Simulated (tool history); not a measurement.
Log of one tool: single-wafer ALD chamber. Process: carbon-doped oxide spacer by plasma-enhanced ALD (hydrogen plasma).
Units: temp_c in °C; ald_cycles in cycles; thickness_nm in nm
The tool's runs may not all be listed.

run	hour	temp_c	ald_cycles	thickness_nm
1	0.0	385	231	11.9790
2	2.2	385	253	13.0560
3	6.4	385	227	11.7620
4	12.4	385	223	11.4890
5	21.3	395	223	11.5340
6	27.9	404	223	11.2650
7	35.9	406	197	9.8426

Forecast run 8:
8	43.6	406	198	?

thickness_nm: 9.9471 nm
